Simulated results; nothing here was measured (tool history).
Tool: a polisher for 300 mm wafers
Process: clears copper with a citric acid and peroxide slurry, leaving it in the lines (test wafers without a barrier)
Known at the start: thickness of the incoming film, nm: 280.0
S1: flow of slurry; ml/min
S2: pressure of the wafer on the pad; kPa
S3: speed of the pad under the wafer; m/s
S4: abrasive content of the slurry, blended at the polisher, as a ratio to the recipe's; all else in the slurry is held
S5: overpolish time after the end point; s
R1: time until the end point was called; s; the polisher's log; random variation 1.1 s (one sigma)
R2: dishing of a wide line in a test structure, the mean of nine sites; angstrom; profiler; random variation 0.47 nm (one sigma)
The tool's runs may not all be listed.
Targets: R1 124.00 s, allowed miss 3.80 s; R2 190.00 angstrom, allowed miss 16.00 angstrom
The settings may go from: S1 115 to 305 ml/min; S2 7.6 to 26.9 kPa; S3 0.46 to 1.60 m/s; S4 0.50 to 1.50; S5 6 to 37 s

| run | day | S1 | S2 | S3 | S4 | S5 | R1 | R2 |
|---|---|---|---|---|---|---|---|---|
| 1 | 0.000 | 195 | 17.2 | 1.02 | 1.00 | 19 | 152.14 | 236.14 |
| 2 | 0.058 | 195 | 15.2 | 1.02 | 1.00 | 19 | 171.33 | 214.05 |
| 3 | 0.117 | 170 | 15.2 | 1.02 | 1.00 | 19 | 174.91 | 213.38 |
| 4 | 0.212 | 175 | 15.9 | 1.02 | 1.00 | 18 | 166.46 | 211.29 |
| 5 | 0.562 | 180 | 16.5 | 1.02 | 1.00 | 17 | 159.70 | 204.46 |
| 6 | 0.762 | 180 | 16.5 | 1.02 | 1.10 | 17 | 153.40 | 210.78 |
| 7 | 0.925 | 180 | 16.5 | 1.02 | 1.10 | 17 | 156.12 | 212.39 |
| 8 | 1.208 | 215 | 20.7 | 1.02 | 1.10 | 9 | 125.26 | 149.38 |
| 9 | 1.433 | 215 | 20.7 | 1.02 | 1.10 | 9 | 123.47 | 147.27 |
| 10 | 1.750 | 215 | 20.7 | 1.02 | 1.10 | 10 | 121.73 | 161.35 |

Which of these 4 next moves meets every target?
| A | 2.067 | 230 | 21.4 | 1.04 | 1.15 | 14 | ? | ? |
| B | 2.067 | 190 | 22.8 | 1.00 | 1.20 | 13 | ? | ? |
| C | 2.067 | 235 | 23.4 | 0.84 | 0.95 | 9 | ? | ? |
| D | 2.067 | 190 | 26.2 | 0.70 | 1.25 | 12 | ? | ? |

| move | R1 | R2 |
|---|---|---|
| A | 116.00 | 233.64 |
| B | 113.42 | 223.24 |
| C | 126.38 | 142.95 |
| D | 121.92 | 194.50 |
A: takes the result that was furthest off past its target
B: takes the result that was furthest off past its target
C: further off than the last run
D: meets every target
Move D is the one to make.
